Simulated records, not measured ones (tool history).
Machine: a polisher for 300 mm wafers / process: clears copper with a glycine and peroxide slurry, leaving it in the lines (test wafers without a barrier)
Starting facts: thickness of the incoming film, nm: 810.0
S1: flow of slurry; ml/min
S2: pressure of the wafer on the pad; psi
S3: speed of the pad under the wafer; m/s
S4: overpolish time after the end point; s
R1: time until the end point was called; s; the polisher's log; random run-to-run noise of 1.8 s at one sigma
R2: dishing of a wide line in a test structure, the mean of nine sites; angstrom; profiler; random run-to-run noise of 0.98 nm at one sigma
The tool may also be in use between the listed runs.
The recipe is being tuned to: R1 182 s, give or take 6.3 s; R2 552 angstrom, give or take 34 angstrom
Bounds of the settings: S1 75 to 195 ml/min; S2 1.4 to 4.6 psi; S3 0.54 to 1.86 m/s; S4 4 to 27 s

Run 1, day 0: S1 125 ml/min, S2 3 psi, S3 1.18 m/s, S4 14 s. Result: R1 108.15 s, R2 694.14 angstrom.
Run 2, day 0.079: S1 120 ml/min, S2 2.7 psi, S3 1.18 m/s, S4 15 s. Result: R1 120.6 s, R2 663.96 angstrom.
Run 3, day 0.246: S1 120 ml/min, S2 2.7 psi, S3 1.18 m/s, S4 18 s. Result: R1 117.94 s, R2 748.35 angstrom.
Run 4, day 0.483: S1 120 ml/min, S2 2.7 psi, S3 0.94 m/s, S4 18 s. Result: R1 143.13 s, R2 686.1 angstrom.
Run 5, day 0.808: S1 115 ml/min, S2 2.6 psi, S3 0.94 m/s, S4 18 s. Result: R1 148.23 s, R2 652.44 angstrom.
Run 6, day 0.95: S1 110 ml/min, S2 2.5 psi, S3 0.94 m/s, S4 18 s. Result: R1 156.5 s, R2 627.29 angstrom.
Run 7, day 1.192: S1 105 ml/min, S2 2.4 psi, S3 0.94 m/s, S4 18 s. Result: R1 162.42 s, R2 581.71 angstrom.
Run 8, day 1.325: S1 100 ml/min, S2 2.4 psi, S3 0.94 m/s, S4 18 s. Result: R1 162.11 s, R2 597.98 angstrom.
Run 9, day 1.558: S1 100 ml/min, S2 2.3 psi, S3 0.94 m/s, S4 18 s. Result: R1 172.46 s, R2 568.56 angstrom.
Run 10, day 1.871: S1 95 ml/min, S2 2.3 psi, S3 0.94 m/s, S4 18 s. Result: R1 173.16 s, R2 575.17 angstrom.
Run 11, day 1.958: S1 85 ml/min, S2 2.1 psi, S3 0.94 m/s, S4 18 s. Result: R1 188.64 s, R2 511.38 angstrom.

Next run, 5 choices. One meets every target within its allowed miss, the rest don't. Which?
Run A, day 2.046: S1 120 ml/min, S2 1.7 psi, S3 1.24 m/s, S4 22 s. Result: R1 ?, R2 ?.
Run B, day 2.046: S1 75 ml/min, S2 2.4 psi, S3 0.82 m/s, S4 19 s. Result: R1 ?, R2 ?.
Run C, day 2.046: S1 75 ml/min, S2 2.7 psi, S3 0.82 m/s, S4 18 s. Result: R1 ?, R2 ?.
Run D, day 2.046: S1 75 ml/min, S2 2.1 psi, S3 0.96 m/s, S4 17 s. Result: R1 ?, R2 ?.
Run E, day 2.046: S1 80 ml/min, S2 1.9 psi, S3 0.98 m/s, S4 20 s. Result: R1 ?, R2 ?.

move      R1      R2
   A  167.64  690.32
   B  198.59  556.43
   C  181.18  575.71
   D  194.94   510.6
   E  203.35  561.33
A: pushes the last run's worst result past its target
B: brings the last run's worst result on target, with another outside its allowed miss
C: hits every target within its allowed miss
D: the biggest miss grows against the last run
E: brings the last run's worst result on target, with another outside its allowed miss
Correct choice: C, which meets every target
